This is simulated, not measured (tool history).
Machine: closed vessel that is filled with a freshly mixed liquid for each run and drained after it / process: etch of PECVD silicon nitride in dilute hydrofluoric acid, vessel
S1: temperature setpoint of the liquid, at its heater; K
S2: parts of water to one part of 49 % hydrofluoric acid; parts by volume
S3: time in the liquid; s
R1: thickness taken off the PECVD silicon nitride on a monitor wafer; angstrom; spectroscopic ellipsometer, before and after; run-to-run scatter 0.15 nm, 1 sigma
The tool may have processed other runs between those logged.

| run | day | S1 | S2 | S3 | R1 |
|---|---|---|---|---|---|
| 1 | 0.000 | 296.15 | 50 | 675 | 243.35 |
| 2 | 0.146 | 295.65 | 50 | 675 | 235.43 |
| 3 | 0.538 | 295.65 | 35 | 675 | 332.47 |
| 4 | 0.883 | 295.65 | 50 | 675 | 230.55 |
|  | 1.062 | hydrofluoric acid flow meter replaced |
| 5 | 1.062 | 295.15 | 50 | 675 | 204.56 |
| 6 | 1.133 | 295.15 | 65 | 675 | 157.09 |
| 7 | 1.225 | 295.65 | 65 | 675 | 164.34 |
| 8 | 1.483 | 296.15 | 65 | 675 | 167.39 |

Estimate the outcome of run 9 from the log above:
| 9 | 1.629 | 296.65 | 65 | 675 | ? |

Logged for run 9: R1 174.09 angstrom.

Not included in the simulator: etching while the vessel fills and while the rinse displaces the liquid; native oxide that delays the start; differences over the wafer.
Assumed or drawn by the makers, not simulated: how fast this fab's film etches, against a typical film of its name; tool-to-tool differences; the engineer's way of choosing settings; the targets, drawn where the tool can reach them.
